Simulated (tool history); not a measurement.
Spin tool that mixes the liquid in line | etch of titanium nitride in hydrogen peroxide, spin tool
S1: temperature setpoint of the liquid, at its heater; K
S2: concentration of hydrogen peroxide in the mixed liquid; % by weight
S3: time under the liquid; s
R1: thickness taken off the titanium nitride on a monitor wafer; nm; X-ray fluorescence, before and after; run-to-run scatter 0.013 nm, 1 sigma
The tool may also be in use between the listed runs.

run    day      S1    S2  S3      R1
  1  0.000  331.15  19.5  50  2.4858
  2  0.042  329.15  19.5  50  2.1784
  3  0.154  334.65  19.5  50  3.1841
  4  0.392  331.65  19.5  50  2.5847
  5  0.475  329.65  19.5  50  2.2668
  6  0.838  328.15  19.5  50  2.0190

Expected results for the next run?
  7  1.004  327.65  19.5  50   ?

{"run 7": {"R1": 1.9637}}
